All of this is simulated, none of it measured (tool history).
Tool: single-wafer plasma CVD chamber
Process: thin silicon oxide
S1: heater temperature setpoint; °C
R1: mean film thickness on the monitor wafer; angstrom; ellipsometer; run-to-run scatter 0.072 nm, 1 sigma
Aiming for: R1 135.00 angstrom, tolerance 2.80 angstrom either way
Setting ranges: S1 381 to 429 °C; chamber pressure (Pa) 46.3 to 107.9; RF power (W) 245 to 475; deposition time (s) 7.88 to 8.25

Run 1, hour 0.0: S1 405 °C, chamber pressure (Pa) 77.1, RF power (W) 360, deposition time (s) 8.25. Result: R1 114.13 angstrom.
Run 2, hour 3.2: S1 405 °C, chamber pressure (Pa) 78.7, RF power (W) 360, deposition time (s) 8.25. Result: R1 115.30 angstrom.
Run 3, hour 5.5: S1 397 °C, chamber pressure (Pa) 78.7, RF power (W) 360, deposition time (s) 8.25. Result: R1 116.31 angstrom.
Run 4, hour 12.8: S1 397 °C, chamber pressure (Pa) 80.1, RF power (W) 360, deposition time (s) 8.25. Result: R1 118.97 angstrom.
Run 5, hour 17.1: S1 397 °C, chamber pressure (Pa) 80.1, RF power (W) 335, deposition time (s) 8.25. Result: R1 117.07 angstrom.
Run 6, hour 19.4: S1 397 °C, chamber pressure (Pa) 81.6, RF power (W) 335, deposition time (s) 8.25. Result: R1 118.54 angstrom.
Run 7, hour 27.8: S1 397 °C, chamber pressure (Pa) 82.9, RF power (W) 335, deposition time (s) 8.25. Result: R1 120.98 angstrom.
Run 8, hour 36.7: S1 397 °C, chamber pressure (Pa) 84.0, RF power (W) 335, deposition time (s) 8.25. Result: R1 121.24 angstrom.
Run 9, hour 43.0: S1 397 °C, chamber pressure (Pa) 84.0, RF power (W) 335, deposition time (s) 8.25. Result: R1 121.46 angstrom.
Run 10, hour 51.7: S1 397 °C, chamber pressure (Pa) 85.2, RF power (W) 335, deposition time (s) 8.25. Result: R1 124.77 angstrom.
Run 11, hour 58.5: S1 397 °C, chamber pressure (Pa) 86.0, RF power (W) 335, deposition time (s) 8.25. Result: R1 124.89 angstrom.
Run 12, hour 62.8: S1 397 °C, chamber pressure (Pa) 86.9, RF power (W) 335, deposition time (s) 8.25. Result: R1 125.85 angstrom.
Run 13, hour 63.6: S1 397 °C, chamber pressure (Pa) 87.7, RF power (W) 335, deposition time (s) 8.25. Result: R1 127.12 angstrom.
Run 14, hour 71.5: S1 397 °C, chamber pressure (Pa) 88.4, RF power (W) 335, deposition time (s) 8.25. Result: R1 128.36 angstrom.
Run 15, hour 78.0: S1 397 °C, chamber pressure (Pa) 88.9, RF power (W) 335, deposition time (s) 8.25. Result: R1 129.31 angstrom.
Run 16, hour 82.5: S1 397 °C, chamber pressure (Pa) 89.5, RF power (W) 335, deposition time (s) 8.25. Result: R1 128.81 angstrom.
Run 17, hour 90.0: S1 397 °C, chamber pressure (Pa) 90.1, RF power (W) 335, deposition time (s) 8.25. Result: R1 131.22 angstrom.
Run 18, hour 93.2: S1 397 °C, chamber pressure (Pa) 90.4, RF power (W) 335, deposition time (s) 8.25. Result: R1 131.65 angstrom.

Next run, 5 choices. One meets every target within its allowed miss, the rest don't. Which?
Run A, hour 96.4: S1 399 °C, chamber pressure (Pa) 95.7, RF power (W) 300, deposition time (s) 8.25. Result: R1 ?.
Run B, hour 96.4: S1 400 °C, chamber pressure (Pa) 87.3, RF power (W) 340, deposition time (s) 8.25. Result: R1 ?.
Run C, hour 96.4: S1 393 °C, chamber pressure (Pa) 84.7, RF power (W) 405, deposition time (s) 8.25. Result: R1 ?.
Run D, hour 96.4: S1 405 °C, chamber pressure (Pa) 94.7, RF power (W) 320, deposition time (s) 7.88. Result: R1 ?.
Run E, hour 96.4: S1 399 °C, chamber pressure (Pa) 92.4, RF power (W) 335, deposition time (s) 7.88. Result: R1 ?.

move      R1
   A  135.74
   B  128.24
   C  130.49
   D  129.95
   E  128.97
A: every result lands within tolerance
B: further off than the last run
C: further off than the last run
D: further off than the last run
E: further off than the last run
Answer: A
